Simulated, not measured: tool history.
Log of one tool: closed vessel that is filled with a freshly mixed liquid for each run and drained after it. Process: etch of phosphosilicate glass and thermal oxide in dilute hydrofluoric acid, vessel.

| run | day | temperature setpoint of the liquid (°C) | parts of water to one part of 49 % hydrofluoric acid (parts by volume) | time in the liquid (s) | thickness taken off the phosphosilicate glass on a monitor wafer (Å) | thickness taken off the thermal oxide on a monitor wafer (Å) |
|---|---|---|---|---|---|---|
| 1 | 0 | 23 | 70 | 60 | 1117.4 | 38.787 |
| 2 | 0.129 | 25 | 70 | 60 | 1210.1 | 41.616 |
| 3 | 0.321 | 26.5 | 70 | 60 | 1288.5 | 44.39 |
| 4 | 0.654 | 27.5 | 70 | 60 | 1337.3 | 46.548 |
| 5 | 0.954 | 29 | 70 | 60 | 1423.1 | 48.836 |
| 6 | 1.017 | 29 | 85 | 60 | 1139 | 39.525 |

Run 7 comes next. What will it give?
| 7 | 1.15 | 29.5 | 80 | 60 | ? | ? |

thickness taken off the phosphosilicate glass on a monitor wafer (Å): 1241.8
thickness taken off the thermal oxide on a monitor wafer (Å): 43.033
